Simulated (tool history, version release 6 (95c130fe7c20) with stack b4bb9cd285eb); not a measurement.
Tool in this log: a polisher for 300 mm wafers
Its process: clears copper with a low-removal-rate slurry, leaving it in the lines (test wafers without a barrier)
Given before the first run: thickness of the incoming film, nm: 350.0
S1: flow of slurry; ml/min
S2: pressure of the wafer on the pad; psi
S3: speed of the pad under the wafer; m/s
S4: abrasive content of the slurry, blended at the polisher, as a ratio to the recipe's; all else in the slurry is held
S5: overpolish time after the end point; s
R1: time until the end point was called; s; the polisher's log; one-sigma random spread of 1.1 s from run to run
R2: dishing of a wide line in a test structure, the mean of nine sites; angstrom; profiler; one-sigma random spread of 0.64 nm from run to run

| run | hour | S1 | S2 | S3 | S4 | S5 | R1 | R2 |
|---|---|---|---|---|---|---|---|---|
| 1 | 0.0 | 260 | 2.7 | 1.08 | 1.0 | 25 | 147.65 | 359.06 |
| 2 | 1.7 | 260 | 2.2 | 1.08 | 1.0 | 25 | 176.19 | 298.28 |
| 3 | 9.5 | 295 | 2.2 | 1.08 | 1.0 | 25 | 175.62 | 305.52 |
| 4 | 17.3 | 295 | 2.6 | 1.10 | 1.0 | 24 | 146.40 | 338.84 |
| 5 | 24.2 | 295 | 2.9 | 1.10 | 1.0 | 23 | 131.42 | 349.34 |
| 6 | 32.8 | 295 | 2.9 | 0.92 | 1.0 | 23 | 151.74 | 325.38 |
| 7 | 36.7 | 295 | 3.2 | 0.94 | 1.0 | 23 | 134.00 | 354.71 |

Run 8, settings as shown, results not yet in. Your forecast:
| 8 | 42.9 | 300 | 3.9 | 1.06 | 1.0 | 23 | ? | ? |

{"run 8": {"R1": 100.09, "R2": 430.82}}

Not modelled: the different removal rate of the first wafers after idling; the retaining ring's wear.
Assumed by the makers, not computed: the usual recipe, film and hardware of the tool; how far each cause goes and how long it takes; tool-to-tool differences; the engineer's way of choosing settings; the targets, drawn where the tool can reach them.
